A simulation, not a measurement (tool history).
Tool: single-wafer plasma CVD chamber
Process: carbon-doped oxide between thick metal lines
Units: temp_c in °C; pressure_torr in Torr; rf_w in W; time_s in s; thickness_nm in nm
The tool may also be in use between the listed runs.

run,hour,temp_c,pressure_torr,rf_w,time_s,thickness_nm
1,0.0,355,4.50,510,114.1,640.44
2,6.8,359,4.50,510,114.1,633.13
3,7.9,359,4.50,480,114.1,611.55
4,15.4,356,4.67,480,114.1,622.02
5,20.0,353,4.76,480,114.1,627.70
6,25.0,353,4.37,480,114.1,617.39
7,32.3,351,4.53,480,114.1,626.64
8,36.4,349,4.63,480,114.1,629.98

The next listed run, before its measurement:
9,40.5,347,4.76,480,114.1,?

thickness_nm: 633.60 nm
